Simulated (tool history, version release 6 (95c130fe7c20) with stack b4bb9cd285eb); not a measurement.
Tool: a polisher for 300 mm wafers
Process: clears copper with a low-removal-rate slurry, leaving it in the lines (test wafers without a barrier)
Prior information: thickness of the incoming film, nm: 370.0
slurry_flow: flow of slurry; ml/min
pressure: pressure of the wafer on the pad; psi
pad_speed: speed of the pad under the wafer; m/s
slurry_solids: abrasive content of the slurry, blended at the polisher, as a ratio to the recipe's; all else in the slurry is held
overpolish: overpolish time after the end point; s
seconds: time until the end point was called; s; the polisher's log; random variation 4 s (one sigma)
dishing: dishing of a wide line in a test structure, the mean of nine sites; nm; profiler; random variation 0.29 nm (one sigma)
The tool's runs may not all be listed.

run 1 hour=0.0 | slurry_flow=315 pressure=2.3 pad_speed=0.96 slurry_solids=1.0 overpolish=17 | seconds=196.40 dishing=16.987
run 2 hour=6.0 | slurry_flow=315 pressure=2.3 pad_speed=1.20 slurry_solids=1.0 overpolish=17 | seconds=159.49 dishing=17.871
run 3 hour=10.4 | slurry_flow=315 pressure=2.2 pad_speed=1.18 slurry_solids=1.0 overpolish=17 | seconds=164.96 dishing=17.898
run 4 hour=16.3 | slurry_flow=315 pressure=2.1 pad_speed=1.14 slurry_solids=1.0 overpolish=17 | seconds=178.11 dishing=17.510
run 5 hour=22.0 | slurry_flow=315 pressure=1.8 pad_speed=1.14 slurry_solids=1.0 overpolish=17 | seconds=204.78 dishing=15.318
run 6 hour=23.5 | slurry_flow=315 pressure=1.4 pad_speed=1.14 slurry_solids=1.0 overpolish=17 | seconds=254.77 dishing=13.573

The next listed run, before its measurement:
run 7 hour=30.7 | slurry_flow=315 pressure=1.4 pad_speed=1.12 slurry_solids=1.0 overpolish=17 | seconds=? dishing=?

seconds: 259.45 s
dishing: 12.876 nm

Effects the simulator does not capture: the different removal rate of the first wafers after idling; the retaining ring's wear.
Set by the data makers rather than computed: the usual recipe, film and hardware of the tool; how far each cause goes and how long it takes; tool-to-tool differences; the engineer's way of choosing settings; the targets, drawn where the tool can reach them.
